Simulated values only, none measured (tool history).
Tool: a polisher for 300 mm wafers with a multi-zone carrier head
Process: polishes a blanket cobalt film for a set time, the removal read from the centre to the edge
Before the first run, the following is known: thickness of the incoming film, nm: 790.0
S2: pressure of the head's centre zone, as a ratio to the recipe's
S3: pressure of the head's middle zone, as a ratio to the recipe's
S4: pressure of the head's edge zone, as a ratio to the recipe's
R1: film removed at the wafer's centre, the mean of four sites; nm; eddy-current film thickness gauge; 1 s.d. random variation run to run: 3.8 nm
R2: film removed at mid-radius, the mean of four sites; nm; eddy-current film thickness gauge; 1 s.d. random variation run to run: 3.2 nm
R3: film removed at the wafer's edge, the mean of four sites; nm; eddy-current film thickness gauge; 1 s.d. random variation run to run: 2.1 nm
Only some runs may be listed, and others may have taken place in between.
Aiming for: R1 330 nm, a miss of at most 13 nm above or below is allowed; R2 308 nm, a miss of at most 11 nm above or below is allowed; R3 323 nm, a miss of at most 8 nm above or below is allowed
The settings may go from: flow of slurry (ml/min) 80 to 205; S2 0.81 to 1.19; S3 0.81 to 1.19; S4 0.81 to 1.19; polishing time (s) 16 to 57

run 1 hour=0 | flow_of_slurry_(ml/min)=135 S2=1 S3=1 S4=1 polishing_time_(s)=36 | R1=268.17 R2=269.13 R3=263.07
run 2 hour=6.7 | flow_of_slurry_(ml/min)=135 S2=1 S3=1 S4=0.96 polishing_time_(s)=36 | R1=262.77 R2=273.75 R3=260.28
run 3 hour=7.9 | flow_of_slurry_(ml/min)=135 S2=1 S3=1 S4=0.96 polishing_time_(s)=27 | R1=203.76 R2=201.99 R3=195.93
run 4 hour=12 | flow_of_slurry_(ml/min)=135 S2=1 S3=1.06 S4=0.96 polishing_time_(s)=27 | R1=202.17 R2=212.12 R3=196.68
run 5 hour=15.5 | flow_of_slurry_(ml/min)=135 S2=1 S3=1.1 S4=0.96 polishing_time_(s)=27 | R1=207.29 R2=220.81 R3=195.6
run 6 hour=23.1 | flow_of_slurry_(ml/min)=165 S2=1 S3=1.1 S4=0.96 polishing_time_(s)=27 | R1=211.88 R2=231.18 R3=201.72
run 7 hour=31.9 | flow_of_slurry_(ml/min)=165 S2=1.02 S3=1.07 S4=1.01 polishing_time_(s)=30 | R1=236.21 R2=246.05 R3=225.79
run 8 hour=36.2 | flow_of_slurry_(ml/min)=165 S2=1.03 S3=1.05 S4=1.05 polishing_time_(s)=33 | R1=271.89 R2=267.95 R3=258.17
run 9 hour=36.8 | flow_of_slurry_(ml/min)=170 S2=1.03 S3=1.05 S4=1.09 polishing_time_(s)=34 | R1=276.01 R2=279.47 R3=267.93
run 10 hour=39.3 | flow_of_slurry_(ml/min)=175 S2=1.04 S3=1.03 S4=1.11 polishing_time_(s)=35 | R1=290.9 R2=285.16 R3=281.87

Exercise: of the 4 proposed moves below, exactly one satisfies all targets within the stated allowed misses. Which move is it?
run A hour=41.8 | flow_of_slurry_(ml/min)=170 S2=0.98 S3=1.05 S4=1.09 polishing_time_(s)=40 | R1=? R2=? R3=?
run B hour=41.8 | flow_of_slurry_(ml/min)=185 S2=1.06 S3=1 S4=1.19 polishing_time_(s)=39 | R1=? R2=? R3=?
run C hour=41.8 | flow_of_slurry_(ml/min)=160 S2=0.93 S3=0.88 S4=1.19 polishing_time_(s)=37 | R1=? R2=? R3=?
run D hour=41.8 | flow_of_slurry_(ml/min)=160 S2=1.14 S3=0.86 S4=1.09 polishing_time_(s)=40 | R1=? R2=? R3=?

move=A R1=309.2 R2=330.67 R3=315.54
move=B R1=331.45 R2=313.62 R3=324.23
move=C R1=267.6 R2=260.86 R3=302.43
move=D R1=355.12 R2=276.45 R3=313.8
A: puts the biggest miss on target and leaves a different result outside tolerance
B: all results in spec
C: better than the last run, though not everything is in spec
D: better than the last run, though not everything is in spec
B meets every target.
